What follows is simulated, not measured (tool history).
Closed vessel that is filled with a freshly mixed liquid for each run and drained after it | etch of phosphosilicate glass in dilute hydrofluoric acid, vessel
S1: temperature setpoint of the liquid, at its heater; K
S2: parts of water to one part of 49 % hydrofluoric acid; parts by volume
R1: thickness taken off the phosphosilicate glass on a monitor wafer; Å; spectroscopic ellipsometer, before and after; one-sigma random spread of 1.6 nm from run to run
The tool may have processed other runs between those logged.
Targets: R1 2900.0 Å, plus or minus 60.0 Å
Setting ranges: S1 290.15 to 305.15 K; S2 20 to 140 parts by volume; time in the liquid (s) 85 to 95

run 1 hour=0.0 | S1=297.15 S2=75 time_in_the_liquid_(s)=85 | R1=1845.2
run 2 hour=1.1 | S1=297.15 S2=75 time_in_the_liquid_(s)=95 | R1=2054.3
run 3 hour=9.6 | S1=298.15 S2=75 time_in_the_liquid_(s)=95 | R1=2135.2
run 4 hour=18.4 | S1=298.15 S2=90 time_in_the_liquid_(s)=95 | R1=1742.6
run 5 hour=27.0 | S1=298.15 S2=90 time_in_the_liquid_(s)=85 | R1=1557.7
run 6 hour=32.3 | S1=301.15 S2=90 time_in_the_liquid_(s)=85 | R1=1763.9
run 7 hour=40.0 | S1=301.65 S2=90 time_in_the_liquid_(s)=85 | R1=1782.3
run 8 hour=44.5 | S1=302.15 S2=85 time_in_the_liquid_(s)=85 | R1=1937.4
run 9 hour=53.0 | S1=302.65 S2=85 time_in_the_liquid_(s)=85 | R1=1975.2
run 10 hour=56.1 | S1=302.65 S2=85 time_in_the_liquid_(s)=85 | R1=1980.1
run 11 hour=60.8 | S1=304.15 S2=70 time_in_the_liquid_(s)=85 | R1=2594.4

Which of these 5 next moves meets every target?
run A hour=65.5 | S1=299.65 S2=60 time_in_the_liquid_(s)=95 | R1=?
run B hour=65.5 | S1=304.15 S2=80 time_in_the_liquid_(s)=85 | R1=?
run C hour=65.5 | S1=304.65 S2=80 time_in_the_liquid_(s)=85 | R1=?
run D hour=65.5 | S1=305.15 S2=70 time_in_the_liquid_(s)=85 | R1=?
run E hour=65.5 | S1=304.15 S2=75 time_in_the_liquid_(s)=95 | R1=?

move=A R1=2901.5
move=B R1=2253.8
move=C R1=2296.7
move=D R1=2716.2
move=E R1=2707.1
A: all results in spec
B: further off than the last run
C: further off than the last run
D: nearer the targets than the last run, but a result is still out of spec
E: nearer the targets than the last run, but a result is still out of spec
A meets every target.
